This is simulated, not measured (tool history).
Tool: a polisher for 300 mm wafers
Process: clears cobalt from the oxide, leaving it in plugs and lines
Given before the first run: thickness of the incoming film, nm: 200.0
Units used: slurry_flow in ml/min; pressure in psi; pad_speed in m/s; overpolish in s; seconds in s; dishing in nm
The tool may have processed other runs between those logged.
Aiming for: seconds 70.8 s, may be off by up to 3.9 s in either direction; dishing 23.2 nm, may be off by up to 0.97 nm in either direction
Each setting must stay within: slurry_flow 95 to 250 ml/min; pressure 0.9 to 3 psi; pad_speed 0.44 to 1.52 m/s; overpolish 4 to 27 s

| run | day | slurry_flow | pressure | pad_speed | overpolish | seconds | dishing |
|---|---|---|---|---|---|---|---|
| 1 | 0 | 160 | 1.9 | 0.98 | 14 | 51.116 | 34.627 |
| 2 | 0.104 | 160 | 2.1 | 0.98 | 14 | 47.455 | 36.955 |
| 3 | 0.138 | 160 | 1.7 | 0.98 | 14 | 55.489 | 33.639 |
| 4 | 0.425 | 160 | 1.6 | 0.96 | 13 | 56.512 | 30.759 |
| 5 | 0.712 | 160 | 1.6 | 0.96 | 9 | 56.967 | 23.216 |
| 6 | 1.083 | 160 | 2.1 | 0.96 | 9 | 46.64 | 26.697 |
| 7 | 1.296 | 160 | 1.8 | 0.96 | 10 | 52.506 | 27.122 |
| 8 | 1.471 | 155 | 1.2 | 0.92 | 9 | 72.855 | 19.579 |
| 9 | 1.704 | 160 | 1.2 | 0.92 | 10 | 73.01 | 21.569 |
| 10 | 1.771 | 165 | 1.2 | 0.92 | 10 | 73.334 | 21.274 |
| 11 | 1.796 | 165 | 1.2 | 0.92 | 10 | 72.902 | 21.094 |

Pick the move, out of 5, that brings all results within their allowed miss; only one does.
| A | 1.821 | 160 | 1.1 | 0.98 | 11 | ? | ? |
| B | 1.821 | 220 | 1.1 | 1.12 | 8 | ? | ? |
| C | 1.821 | 95 | 1.3 | 0.88 | 11 | ? | ? |
| D | 1.821 | 140 | 1.1 | 1.12 | 10 | ? | ? |
| E | 1.821 | 155 | 0.9 | 0.98 | 15 | ? | ? |

| move | seconds | dishing |
|---|---|---|
| A | 72.496 | 23.009 |
| B | 61.055 | 20.447 |
| C | 81.932 | 20.866 |
| D | 65.723 | 23.045 |
| E | 81.89 | 26.607 |
A: all results land within tolerance of their targets
B: the biggest miss grows against the last run
C: the biggest miss grows against the last run
D: brings the result that was furthest off to its target, and leaves another outside
E: moves the result that the last run missed by most past its target, out the other side
Move A is the one to make.
